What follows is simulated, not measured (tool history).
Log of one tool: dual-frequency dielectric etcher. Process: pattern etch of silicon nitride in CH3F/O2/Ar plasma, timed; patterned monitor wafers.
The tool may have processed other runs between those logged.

run	hour	source power (kW)	bias power (kW)	etch time (s)	mean etch depth across the wafer (nm)
1	0.0	0.490	0.067	71	53.230
2	6.4	0.510	0.067	71	54.078
3	8.7	0.510	0.067	71	53.862
4	15.3	0.530	0.067	71	54.550
5	24.1	0.530	0.056	71	50.250
6	32.6	0.550	0.058	71	51.934
7	38.5	0.570	0.059	71	53.004

Run 8, settings as shown, results not yet in. Your forecast:
8	43.3	0.590	0.060	71	?

mean etch depth across the wafer (nm): 54.244

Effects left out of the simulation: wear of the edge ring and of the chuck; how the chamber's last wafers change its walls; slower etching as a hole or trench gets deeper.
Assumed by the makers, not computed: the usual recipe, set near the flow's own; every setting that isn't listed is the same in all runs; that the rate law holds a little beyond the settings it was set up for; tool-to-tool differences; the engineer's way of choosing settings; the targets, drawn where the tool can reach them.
